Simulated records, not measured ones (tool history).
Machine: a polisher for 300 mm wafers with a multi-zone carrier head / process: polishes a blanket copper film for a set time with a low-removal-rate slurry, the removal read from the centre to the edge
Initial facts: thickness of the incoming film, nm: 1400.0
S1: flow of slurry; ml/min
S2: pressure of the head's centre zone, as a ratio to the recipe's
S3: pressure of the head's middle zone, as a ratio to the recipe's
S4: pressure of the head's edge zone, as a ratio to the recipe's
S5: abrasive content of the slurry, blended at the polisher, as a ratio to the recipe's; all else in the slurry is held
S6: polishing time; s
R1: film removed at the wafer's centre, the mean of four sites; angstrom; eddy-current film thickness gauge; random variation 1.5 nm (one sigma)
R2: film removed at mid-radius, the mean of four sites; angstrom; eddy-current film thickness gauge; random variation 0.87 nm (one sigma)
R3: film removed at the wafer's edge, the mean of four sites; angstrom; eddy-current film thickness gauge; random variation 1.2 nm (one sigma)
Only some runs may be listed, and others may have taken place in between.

run    day   S1    S2    S3    S4    S5  S6      R1      R2      R3
  1  0.000  160  1.00  1.00  1.00  1.00  52  1893.7  1970.1  1926.6
  2  0.292  155  1.02  0.97  0.97  0.90  48  1773.8  1682.1  1747.1
  3  0.342  155  1.02  0.97  1.04  0.90  48  1774.8  1730.1  1809.4
  4  0.454  155  1.02  0.97  1.04  1.10  48  1852.0  1771.5  1875.1
  5  0.725  155  1.02  1.00  1.04  1.10  48  1836.6  1813.9  1888.1
  6  1.033  155  1.03  0.98  0.99  1.00  45  1744.8  1633.3  1662.6
  7  1.167  150  1.03  0.96  0.96  0.90  43  1619.9  1515.2  1541.6
  8  1.246  145  1.04  0.94  0.93  0.85  41  1505.4  1360.4  1427.4
  9  1.571  145  1.05  0.93  0.91  0.80  40  1499.2  1345.4  1350.5

The next listed run, before its measurement:
 10  1.783  140  1.06  0.91  0.89  0.75  40   ?   ?   ?

Run 10 came out at R1 1458.3 angstrom, R2 1276.2 angstrom, R3 1349.1 angstrom.
